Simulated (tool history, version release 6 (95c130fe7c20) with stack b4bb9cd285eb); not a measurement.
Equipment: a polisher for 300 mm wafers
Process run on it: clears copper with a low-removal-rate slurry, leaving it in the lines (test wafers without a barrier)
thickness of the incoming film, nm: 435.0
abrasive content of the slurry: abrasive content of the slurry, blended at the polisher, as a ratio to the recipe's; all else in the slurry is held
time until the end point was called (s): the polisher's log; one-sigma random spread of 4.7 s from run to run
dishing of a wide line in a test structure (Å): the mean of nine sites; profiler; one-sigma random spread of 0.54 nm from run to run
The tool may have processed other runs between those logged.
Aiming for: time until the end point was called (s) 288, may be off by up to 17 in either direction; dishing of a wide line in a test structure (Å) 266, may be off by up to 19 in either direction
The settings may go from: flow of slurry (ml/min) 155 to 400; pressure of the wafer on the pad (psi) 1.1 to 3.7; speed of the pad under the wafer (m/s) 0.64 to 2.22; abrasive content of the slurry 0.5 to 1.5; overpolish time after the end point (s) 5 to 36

run  hour  flow of slurry (ml/min)  pressure of the wafer on the pad (psi)  speed of the pad under the wafer (m/s)  abrasive content of the slurry  overpolish time after the end point (s)  time until the end point was called (s)  dishing of a wide line in a test structure (Å)
  1     0                      255                                     2.4                                    1.42                               1                                       18                                   150.42                                           385.2
  2   4.8                      255                                     2.4                                    1.42                             0.8                                       18                                   163.06                                          380.22
  3   6.3                      255                                     2.2                                     1.4                             0.8                                       19                                   174.17                                          375.67
  4  15.2                      255                                       2                                    1.36                             0.8                                       19                                   196.58                                          325.71
  5    21                      255                                     1.8                                    1.34                             0.8                                       20                                    214.3                                          292.31
  6  29.3                      190                                     1.8                                    1.34                             0.8                                       20                                   219.75                                          287.05
  7  30.5                      190                                     1.7                                    1.32                             0.8                                       21                                   242.47                                          274.88
  8  38.1                      190                                     1.3                                     1.3                             0.8                                       24                                   320.04                                          248.25
  9  46.7                      190                                     1.3                                     1.3                             0.8                                       24                                   314.75                                          248.06

Consider the 5 candidate settings below. Which is the only one whose results all fall within their allowed miss of target?
  A  55.3                      170                                     1.2                                    1.22                             0.8                                       27                                        ?                                               ?
  B  55.3                      160                                     1.1                                    1.62                             0.8                                       23                                        ?                                               ?
  C  55.3                      175                                     1.2                                    1.26                            0.85                                       24                                        ?                                               ?
  D  55.3                      240                                     1.4                                    1.12                            0.75                                       31                                        ?                                               ?
  E  55.3                      205                                     1.4                                     1.3                            0.75                                       23                                        ?                                               ?

move  time until the end point was called (s)  dishing of a wide line in a test structure (Å)
   A                                   358.89                                          251.52
   B                                   312.99                                          245.14
   C                                   344.06                                          235.04
   D                                   318.22                                          318.85
   E                                   289.13                                          266.56
A: lands further from the targets than the last run did
B: moves toward the targets from the last run without getting all of them in spec
C: lands further from the targets than the last run did
D: lands further from the targets than the last run did
E: all results in spec
So the answer is move E, the one that meets all the targets.
